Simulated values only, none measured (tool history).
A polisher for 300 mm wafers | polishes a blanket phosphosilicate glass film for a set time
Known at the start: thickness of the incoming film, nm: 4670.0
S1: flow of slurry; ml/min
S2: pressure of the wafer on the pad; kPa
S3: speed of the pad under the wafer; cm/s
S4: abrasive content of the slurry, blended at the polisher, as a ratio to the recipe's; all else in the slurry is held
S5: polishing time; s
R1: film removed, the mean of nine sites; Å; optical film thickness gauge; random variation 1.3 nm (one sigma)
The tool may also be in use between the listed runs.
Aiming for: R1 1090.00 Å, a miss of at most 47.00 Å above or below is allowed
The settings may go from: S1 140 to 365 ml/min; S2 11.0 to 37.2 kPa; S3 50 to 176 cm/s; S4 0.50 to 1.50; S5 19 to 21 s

{"run": 1, "hour": 0.0, "S1": 235, "S2": 24.1, "S3": 112, "S4": 1.0, "S5": 21, "R1": 2651.3}
{"run": 2, "hour": 5.2, "S1": 235, "S2": 20.7, "S3": 100, "S4": 1.0, "S5": 21, "R1": 2054.1}
{"run": 3, "hour": 10.9, "S1": 235, "S2": 18.6, "S3": 94, "S4": 1.0, "S5": 21, "R1": 1801.4}
{"run": 4, "hour": 15.6, "S1": 235, "S2": 18.6, "S3": 112, "S4": 1.0, "S5": 21, "R1": 2035.1}
{"run": 5, "hour": 20.9, "S1": 185, "S2": 18.6, "S3": 112, "S4": 1.0, "S5": 21, "R1": 1975.8}
{"run": 6, "hour": 26.2, "S1": 185, "S2": 16.5, "S3": 104, "S4": 1.0, "S5": 21, "R1": 1675.7}
{"run": 7, "hour": 28.4, "S1": 185, "S2": 15.2, "S3": 98, "S4": 1.0, "S5": 21, "R1": 1478.5}
{"run": 8, "hour": 33.5, "S1": 185, "S2": 13.8, "S3": 96, "S4": 1.0, "S5": 21, "R1": 1330.9}
{"run": 9, "hour": 34.7, "S1": 185, "S2": 13.1, "S3": 94, "S4": 1.0, "S5": 21, "R1": 1268.5}
{"run": 10, "hour": 37.4, "S1": 185, "S2": 11.0, "S3": 84, "S4": 1.0, "S5": 21, "R1": 978.39}
{"run": 11, "hour": 38.2, "S1": 185, "S2": 11.7, "S3": 84, "S4": 1.0, "S5": 21, "R1": 1033.0}

Below are 4 possible settings for the next run. Only one of them brings all results inside the allowed miss of their targets. Which is it?
{"run": "A", "hour": 39.0, "S1": 190, "S2": 13.8, "S3": 80, "S4": 1.05, "S5": 21, "R1": "?"}
{"run": "B", "hour": 39.0, "S1": 145, "S2": 11.7, "S3": 92, "S4": 1.05, "S5": 21, "R1": "?"}
{"run": "C", "hour": 39.0, "S1": 180, "S2": 12.4, "S3": 86, "S4": 1.3, "S5": 21, "R1": "?"}
{"run": "D", "hour": 39.0, "S1": 155, "S2": 13.1, "S3": 86, "S4": 1.1, "S5": 21, "R1": "?"}

move=A R1=1177.30
move=B R1=1067.90
move=C R1=1209.80
move=D R1=1164.30
A: moves the result that the last run missed by most past its target, out the other side
B: hits every target within its allowed miss
C: moves the result that the last run missed by most past its target, out the other side
D: moves the result that the last run missed by most past its target, out the other side
The move that meets every target is B.

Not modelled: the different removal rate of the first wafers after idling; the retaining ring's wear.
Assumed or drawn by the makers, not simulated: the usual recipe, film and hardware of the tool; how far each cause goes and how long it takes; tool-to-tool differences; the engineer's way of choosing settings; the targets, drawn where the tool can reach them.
